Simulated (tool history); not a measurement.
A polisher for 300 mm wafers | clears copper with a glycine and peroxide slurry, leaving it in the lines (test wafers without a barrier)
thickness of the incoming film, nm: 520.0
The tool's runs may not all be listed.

run,hour,flow of slurry (ml/min),pressure of the wafer on the pad (kPa),speed of the pad under the wafer (cm/s),overpolish time after the end point (s),time until the end point was called (s),dishing of a wide line in a test structure (Å)
1,0,180,17.9,106,15,106.81,500.69
2,6.5,180,20,108,14,103.64,507.2
3,12.2,180,20,90,14,115.33,479.65
4,16,185,22.1,100,13,100.31,495.81
5,20.5,185,22.1,128,13,84.652,560.94
6,27.3,185,18.6,128,13,97.294,511.12
7,36,185,20.7,130,12,90.822,502.54
8,40.4,185,22.1,132,12,84.739,535.31
9,43.3,185,22.8,134,12,83.173,544.91
10,50.8,185,23.4,136,12,79.897,554.56

The next listed run, before its measurement:
11,51.6,185,24.1,136,12,?,?

Run 11 gave time until the end point was called (s) 78.376, dishing of a wide line in a test structure (Å) 568.18.
